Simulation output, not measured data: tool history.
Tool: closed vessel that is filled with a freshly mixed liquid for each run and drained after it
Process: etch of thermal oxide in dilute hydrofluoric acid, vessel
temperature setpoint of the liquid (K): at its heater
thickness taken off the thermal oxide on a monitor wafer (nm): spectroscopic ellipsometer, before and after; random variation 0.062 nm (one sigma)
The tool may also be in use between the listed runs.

run  hour  temperature setpoint of the liquid (K)  parts of water to one part of 49 % hydrofluoric acid (parts by volume)  time in the liquid (s)  thickness taken off the thermal oxide on a monitor wafer (nm)
  1   0.0                                  298.15                                                                     110                     265                                                         12.603
  2   1.7                                  298.15                                                                     110                     285                                                         13.551
  3   9.8                                  301.15                                                                     110                     285                                                         15.061
  4  10.7                                  301.15                                                                     110                     265                                                         14.073
  5  14.3                                  299.15                                                                     110                     265                                                         13.170
  6  16.4                                  299.15                                                                     110                     285                                                         14.080
  7  25.3                                  296.65                                                                     115                     285                                                         12.209
  8  29.7                                  296.65                                                                     115                     285                                                         12.207
  9  31.0                                  296.65                                                                     115                     285                                                         12.170

The next listed run, before its measurement:
 10  39.6                                  294.65                                                                     120                     285                                                              ?

thickness taken off the thermal oxide on a monitor wafer (nm): 10.580
